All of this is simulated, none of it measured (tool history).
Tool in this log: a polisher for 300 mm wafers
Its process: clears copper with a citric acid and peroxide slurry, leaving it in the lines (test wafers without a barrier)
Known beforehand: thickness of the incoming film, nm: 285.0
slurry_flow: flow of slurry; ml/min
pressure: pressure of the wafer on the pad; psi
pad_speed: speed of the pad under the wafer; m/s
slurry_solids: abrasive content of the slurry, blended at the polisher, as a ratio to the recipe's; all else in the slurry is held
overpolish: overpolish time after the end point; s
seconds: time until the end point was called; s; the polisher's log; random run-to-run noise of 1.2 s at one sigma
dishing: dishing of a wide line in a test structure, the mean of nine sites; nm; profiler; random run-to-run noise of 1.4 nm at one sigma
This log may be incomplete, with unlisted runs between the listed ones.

Run 1, day 0.000: slurry_flow 135 ml/min, pressure 4.0 psi, pad_speed 1.34 m/s, slurry_solids 1.0, overpolish 23 s. Result: seconds 76.825 s, dishing 45.720 nm.
Run 2, day 0.212: slurry_flow 135 ml/min, pressure 4.1 psi, pad_speed 1.34 m/s, slurry_solids 1.0, overpolish 24 s. Result: seconds 74.295 s, dishing 44.769 nm.
Run 3, day 0.338: slurry_flow 135 ml/min, pressure 4.1 psi, pad_speed 1.64 m/s, slurry_solids 1.0, overpolish 24 s. Result: seconds 60.808 s, dishing 52.561 nm.
Run 4, day 0.396: slurry_flow 160 ml/min, pressure 4.1 psi, pad_speed 1.64 m/s, slurry_solids 1.0, overpolish 24 s. Result: seconds 60.880 s, dishing 52.874 nm.
At day 0.417: slurry nozzle cleaned.
Run 5, day 0.417: slurry_flow 160 ml/min, pressure 4.1 psi, pad_speed 1.64 m/s, slurry_solids 1.0, overpolish 26 s. Result: seconds 56.305 s, dishing 56.967 nm.
Run 6, day 0.500: slurry_flow 155 ml/min, pressure 4.0 psi, pad_speed 1.64 m/s, slurry_solids 1.0, overpolish 28 s. Result: seconds 57.786 s, dishing 58.373 nm.
Run 7, day 0.829: slurry_flow 155 ml/min, pressure 3.9 psi, pad_speed 1.64 m/s, slurry_solids 1.0, overpolish 30 s. Result: seconds 58.594 s, dishing 60.282 nm.

Run 8 comes next. What will it give?
Run 8, day 1.092: slurry_flow 155 ml/min, pressure 3.8 psi, pad_speed 1.64 m/s, slurry_solids 1.0, overpolish 31 s. Result: seconds ?, dishing ?.

{"run 8": {"seconds": 58.894, "dishing": 58.108}}
